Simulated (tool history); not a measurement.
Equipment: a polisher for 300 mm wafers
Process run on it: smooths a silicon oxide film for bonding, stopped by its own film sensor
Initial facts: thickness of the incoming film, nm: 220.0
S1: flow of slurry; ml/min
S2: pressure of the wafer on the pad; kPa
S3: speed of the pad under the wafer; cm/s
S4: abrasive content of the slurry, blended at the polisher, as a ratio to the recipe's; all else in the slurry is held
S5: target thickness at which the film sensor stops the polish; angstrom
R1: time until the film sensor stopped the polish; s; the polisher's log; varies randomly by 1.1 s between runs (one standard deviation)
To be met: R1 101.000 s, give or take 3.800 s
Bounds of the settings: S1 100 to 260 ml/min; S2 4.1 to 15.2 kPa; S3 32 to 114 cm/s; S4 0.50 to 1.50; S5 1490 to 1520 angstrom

| run | hour | S1 | S2 | S3 | S4 | S5 | R1 |
|---|---|---|---|---|---|---|---|
| 1 | 0.0 | 165 | 9.7 | 72 | 1.00 | 1520 | 151.050 |
| 2 | 8.0 | 165 | 9.7 | 72 | 1.00 | 1490 | 157.130 |
| 3 | 12.1 | 165 | 9.7 | 72 | 1.00 | 1490 | 155.640 |
| 4 | 20.9 | 170 | 10.3 | 72 | 1.00 | 1490 | 147.300 |
| 5 | 26.1 | 170 | 10.3 | 72 | 1.00 | 1520 | 141.630 |
| 6 | 29.2 | 170 | 11.0 | 72 | 1.00 | 1520 | 132.780 |
| 7 | 34.4 | 170 | 11.7 | 72 | 1.00 | 1520 | 124.670 |
| 8 | 38.2 | 185 | 13.8 | 72 | 1.00 | 1520 | 107.510 |

5 next moves are on the table. One of them brings every result within its allowed miss. Which?
| A | 42.0 | 190 | 12.4 | 76 | 1.05 | 1520 | ? |
| B | 42.0 | 185 | 15.2 | 80 | 0.95 | 1520 | ? |
| C | 42.0 | 230 | 14.5 | 74 | 0.95 | 1510 | ? |
| D | 42.0 | 180 | 14.5 | 86 | 0.90 | 1520 | ? |
| E | 42.0 | 180 | 13.1 | 72 | 1.15 | 1510 | ? |

| move | R1 |
|---|---|
| A | 111.140 |
| B | 92.362 |
| C | 99.615 |
| D | 93.973 |
| E | 109.040 |
A: misses by more than the last run did
B: carries the result that was furthest off beyond its target, to the other side
C: every result lands within tolerance
D: carries the result that was furthest off beyond its target, to the other side
E: misses by more than the last run did
C meets every target.
